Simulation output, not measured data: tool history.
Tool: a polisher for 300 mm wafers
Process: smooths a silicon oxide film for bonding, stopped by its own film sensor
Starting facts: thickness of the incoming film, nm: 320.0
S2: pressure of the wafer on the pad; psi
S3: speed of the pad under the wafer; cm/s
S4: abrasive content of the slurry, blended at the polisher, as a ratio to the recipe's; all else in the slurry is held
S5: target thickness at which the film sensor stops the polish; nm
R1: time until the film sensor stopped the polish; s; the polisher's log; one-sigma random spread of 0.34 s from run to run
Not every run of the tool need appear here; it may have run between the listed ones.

Run 1, hour 0.0: flow of slurry (ml/min) 310, S2 1.8 psi, S3 68 cm/s, S4 1.0, S5 288 nm. Result: R1 70.331 s.
Run 2, hour 7.4: flow of slurry (ml/min) 310, S2 1.8 psi, S3 68 cm/s, S4 1.0, S5 288 nm. Result: R1 69.909 s.
Run 3, hour 13.2: flow of slurry (ml/min) 310, S2 1.4 psi, S3 68 cm/s, S4 1.0, S5 288 nm. Result: R1 89.939 s.
Run 4, hour 16.1: flow of slurry (ml/min) 310, S2 1.8 psi, S3 68 cm/s, S4 1.0, S5 288 nm. Result: R1 70.398 s.
Run 5, hour 23.9: flow of slurry (ml/min) 230, S2 1.8 psi, S3 68 cm/s, S4 1.0, S5 288 nm. Result: R1 73.139 s.
Run 6, hour 29.8: flow of slurry (ml/min) 255, S2 2.1 psi, S3 68 cm/s, S4 1.0, S5 288 nm. Result: R1 60.878 s.
Run 7, hour 34.6: flow of slurry (ml/min) 275, S2 2.3 psi, S3 68 cm/s, S4 1.0, S5 288 nm. Result: R1 55.972 s.
Run 8, hour 38.2: flow of slurry (ml/min) 280, S2 2.5 psi, S3 68 cm/s, S4 1.0, S5 288 nm. Result: R1 51.722 s.

Expected results for the next run?
Run 9, hour 46.9: flow of slurry (ml/min) 280, S2 2.6 psi, S3 70 cm/s, S4 1.0, S5 288 nm. Result: R1 ?.

{"run 9": {"R1": 48.409}}
